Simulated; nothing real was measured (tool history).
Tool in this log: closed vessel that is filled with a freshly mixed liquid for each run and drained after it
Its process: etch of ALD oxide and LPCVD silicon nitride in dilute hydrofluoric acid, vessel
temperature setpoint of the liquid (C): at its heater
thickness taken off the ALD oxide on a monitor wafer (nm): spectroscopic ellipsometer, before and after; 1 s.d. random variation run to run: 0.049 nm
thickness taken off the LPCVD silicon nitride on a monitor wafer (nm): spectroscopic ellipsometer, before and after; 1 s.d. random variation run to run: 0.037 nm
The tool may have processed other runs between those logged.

run  hour  temperature setpoint of the liquid (C)  parts of water to one part of 49 % hydrofluoric acid (parts by volume)  time in the liquid (s)  thickness taken off the ALD oxide on a monitor wafer (nm)  thickness taken off the LPCVD silicon nitride on a monitor wafer (nm)
  1   0.0                                    24.0                                                                     145                      70                                                     6.8080                                                                0.23729
  2   2.8                                    24.0                                                                     145                      95                                                     9.1214                                                                0.23237
  3   8.4                                    25.0                                                                     145                      95                                                     9.5209                                                                0.30226
  4  15.8                                    25.5                                                                     140                      95                                                    10.1870                                                                0.27925
  5  22.6                                    26.5                                                                     140                      95                                                    10.5190                                                                0.30264
  6  28.8                                    27.0                                                                     140                      95                                                    10.6850                                                                0.29099
     31.6  -- hydrofluoric acid flow meter replaced
  7  31.6                                    27.5                                                                     140                      95                                                    12.1950                                                                0.38255

Run 8, settings as shown, results not yet in. Your forecast:
  8  35.9                                    28.5                                                                     140                      95                                                          ?                                                                      ?

{"run 8": {"thickness taken off the ALD oxide on a monitor wafer (nm)": 12.571, "thickness taken off the LPCVD silicon nitride on a monitor wafer (nm)": 0.44605}}

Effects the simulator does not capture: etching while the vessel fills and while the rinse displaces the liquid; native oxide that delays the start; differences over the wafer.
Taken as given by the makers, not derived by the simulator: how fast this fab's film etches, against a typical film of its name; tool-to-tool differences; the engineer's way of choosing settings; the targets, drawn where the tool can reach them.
